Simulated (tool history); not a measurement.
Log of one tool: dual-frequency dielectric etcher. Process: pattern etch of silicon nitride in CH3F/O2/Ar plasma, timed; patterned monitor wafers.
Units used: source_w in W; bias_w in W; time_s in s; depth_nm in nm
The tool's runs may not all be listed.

run	day	source_w	bias_w	time_s	depth_nm
1	0.000	430	73	20.0	13.789
2	0.146	410	72	20.0	13.287
3	0.338	410	84	20.0	14.003
4	0.621	410	74	20.0	13.500
5	0.758	390	73	20.0	12.987
6	0.908	390	86	20.0	13.679
7	0.967	370	85	20.0	13.155

What does the tool deliver on the next run?
8	1.179	360	85	20.0	?

depth_nm: 12.948 nm

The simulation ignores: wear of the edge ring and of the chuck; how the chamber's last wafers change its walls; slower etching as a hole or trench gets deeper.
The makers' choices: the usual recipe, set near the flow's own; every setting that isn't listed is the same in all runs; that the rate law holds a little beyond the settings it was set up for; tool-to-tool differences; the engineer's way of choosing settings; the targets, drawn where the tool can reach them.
